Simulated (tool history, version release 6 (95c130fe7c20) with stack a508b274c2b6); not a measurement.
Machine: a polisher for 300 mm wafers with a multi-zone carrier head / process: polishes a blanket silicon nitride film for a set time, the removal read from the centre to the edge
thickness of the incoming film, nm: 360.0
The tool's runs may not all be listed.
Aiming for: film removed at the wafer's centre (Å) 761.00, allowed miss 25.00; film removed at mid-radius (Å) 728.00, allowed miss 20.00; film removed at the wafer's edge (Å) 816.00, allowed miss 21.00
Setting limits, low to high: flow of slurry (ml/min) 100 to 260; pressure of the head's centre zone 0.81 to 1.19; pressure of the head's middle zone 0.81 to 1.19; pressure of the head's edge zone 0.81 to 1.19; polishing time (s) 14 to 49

| run | hour | flow of slurry (ml/min) | pressure of the head's centre zone | pressure of the head's middle zone | pressure of the head's edge zone | polishing time (s) | film removed at the wafer's centre (Å) | film removed at mid-radius (Å) | film removed at the wafer's edge (Å) |
|---|---|---|---|---|---|---|---|---|---|
| 1 | 0.0 | 165 | 1.00 | 1.00 | 1.00 | 31 | 632.88 | 645.19 | 641.67 |
| 2 | 8.0 | 165 | 1.00 | 1.00 | 1.06 | 31 | 645.05 | 642.50 | 682.66 |
| 3 | 12.5 | 180 | 1.01 | 1.01 | 1.09 | 31 | 638.84 | 653.04 | 690.31 |
| 4 | 16.5 | 215 | 1.01 | 1.01 | 1.09 | 31 | 668.81 | 678.94 | 692.33 |
| 5 | 18.6 | 235 | 1.01 | 1.01 | 1.09 | 31 | 676.97 | 669.59 | 702.29 |
| 6 | 21.4 | 235 | 1.02 | 1.00 | 1.11 | 32 | 701.97 | 691.71 | 728.26 |
| 7 | 24.8 | 235 | 1.02 | 0.99 | 1.13 | 33 | 713.09 | 705.15 | 761.95 |
| 8 | 26.9 | 235 | 1.03 | 0.99 | 1.14 | 33 | 732.73 | 701.22 | 766.59 |
| 9 | 29.3 | 235 | 1.03 | 0.99 | 1.15 | 33 | 722.86 | 699.24 | 767.59 |

Next run, 5 choices. One meets every target within its allowed miss, the rest don't. Which?
| A | 31.7 | 220 | 1.01 | 0.95 | 1.15 | 35 | ? | ? | ? |
| B | 31.7 | 245 | 1.05 | 0.88 | 1.13 | 34 | ? | ? | ? |
| C | 31.7 | 245 | 0.87 | 0.95 | 1.08 | 36 | ? | ? | ? |
| D | 31.7 | 235 | 1.04 | 1.05 | 1.06 | 32 | ? | ? | ? |
| E | 31.7 | 235 | 1.00 | 0.81 | 1.19 | 35 | ? | ? | ? |

| move | film removed at the wafer's centre (Å) | film removed at mid-radius (Å) | film removed at the wafer's edge (Å) |
|---|---|---|---|
| A | 744.93 | 727.20 | 811.10 |
| B | 760.36 | 675.21 | 787.51 |
| C | 668.73 | 756.37 | 814.25 |
| D | 706.52 | 720.57 | 714.11 |
| E | 742.24 | 653.04 | 830.96 |
A: in spec on every target
B: moves away from the targets compared with the last run
C: brings the last run's worst result on target, with another outside its allowed miss
D: moves away from the targets compared with the last run
E: brings the last run's worst result on target, with another outside its allowed miss
The move that meets every target is A.
